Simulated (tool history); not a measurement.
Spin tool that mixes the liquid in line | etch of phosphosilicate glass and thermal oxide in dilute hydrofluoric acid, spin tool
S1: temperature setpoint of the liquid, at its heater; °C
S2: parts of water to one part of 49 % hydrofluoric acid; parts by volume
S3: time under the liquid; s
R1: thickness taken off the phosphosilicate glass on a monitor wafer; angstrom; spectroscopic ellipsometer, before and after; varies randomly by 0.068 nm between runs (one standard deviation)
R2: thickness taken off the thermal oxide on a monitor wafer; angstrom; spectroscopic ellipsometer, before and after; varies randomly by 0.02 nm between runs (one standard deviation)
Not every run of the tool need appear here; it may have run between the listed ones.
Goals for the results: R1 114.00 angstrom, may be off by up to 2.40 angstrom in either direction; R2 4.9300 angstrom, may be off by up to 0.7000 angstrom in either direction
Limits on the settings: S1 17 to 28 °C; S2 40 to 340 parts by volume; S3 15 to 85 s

Run 1, hour 0.0: S1 20 °C, S2 190 parts by volume, S3 45 s. Result: R1 178.39 angstrom, R2 7.7552 angstrom.
Run 2, hour 3.3: S1 18 °C, S2 190 parts by volume, S3 45 s. Result: R1 163.12 angstrom, R2 6.9892 angstrom.
Run 3, hour 12.0: S1 18 °C, S2 190 parts by volume, S3 60 s. Result: R1 220.32 angstrom, R2 9.3931 angstrom.
Run 4, hour 12.6: S1 18 °C, S2 205 parts by volume, S3 60 s. Result: R1 200.93 angstrom, R2 8.4724 angstrom.
Run 5, hour 16.2: S1 18 °C, S2 135 parts by volume, S3 60 s. Result: R1 325.30 angstrom, R2 14.4850 angstrom.
Run 6, hour 22.6: S1 17 °C, S2 135 parts by volume, S3 60 s. Result: R1 311.52 angstrom, R2 13.9170 angstrom.
Run 7, hour 23.8: S1 17 °C, S2 160 parts by volume, S3 60 s. Result: R1 258.34 angstrom, R2 12.2900 angstrom.
Run 8, hour 31.6: S1 17 °C, S2 180 parts by volume, S3 60 s. Result: R1 225.82 angstrom, R2 9.7327 angstrom.
Run 9, hour 39.2: S1 17 °C, S2 180 parts by volume, S3 60 s. Result: R1 225.28 angstrom, R2 9.6399 angstrom.
Run 10, hour 43.4: S1 17 °C, S2 195 parts by volume, S3 60 s. Result: R1 206.23 angstrom, R2 9.5060 angstrom.
Run 11, hour 49.9: S1 17 °C, S2 210 parts by volume, S3 60 s. Result: R1 186.93 angstrom, R2 8.3339 angstrom.
Run 12, hour 56.7: S1 17 °C, S2 285 parts by volume, S3 60 s. Result: R1 129.28 angstrom, R2 5.6200 angstrom.
Run 13, hour 58.8: S1 17 °C, S2 290 parts by volume, S3 60 s. Result: R1 126.52 angstrom, R2 5.3507 angstrom.
Run 14, hour 64.2: S1 17 °C, S2 295 parts by volume, S3 60 s. Result: R1 123.43 angstrom, R2 5.3699 angstrom.
Run 15, hour 66.9: S1 17 °C, S2 300 parts by volume, S3 60 s. Result: R1 121.37 angstrom, R2 5.2096 angstrom.
Run 16, hour 74.6: S1 17 °C, S2 300 parts by volume, S3 60 s. Result: R1 121.76 angstrom, R2 5.1197 angstrom.
Run 17, hour 80.4: S1 17 °C, S2 305 parts by volume, S3 60 s. Result: R1 119.52 angstrom, R2 5.0431 angstrom.
Run 18, hour 84.8: S1 17 °C, S2 310 parts by volume, S3 60 s. Result: R1 116.57 angstrom, R2 4.9253 angstrom.

Which single option among these 4 for the next run brings every result within its allowed miss of target? Just one does.
Run A, hour 89.2: S1 17 °C, S2 285 parts by volume, S3 55 s. Result: R1 ?, R2 ?.
Run B, hour 89.2: S1 17 °C, S2 250 parts by volume, S3 45 s. Result: R1 ?, R2 ?.
Run C, hour 89.2: S1 17 °C, S2 265 parts by volume, S3 50 s. Result: R1 ?, R2 ?.
Run D, hour 89.2: S1 21 °C, S2 295 parts by volume, S3 50 s. Result: R1 ?, R2 ?.

move      R1      R2
   A  118.99  5.3733
   B  114.37  5.1647
   C  118.34  5.3439
   D  120.19  5.4275
A: further off than the last run
B: meets every target
C: further off than the last run
D: further off than the last run
Move B is the one to make.
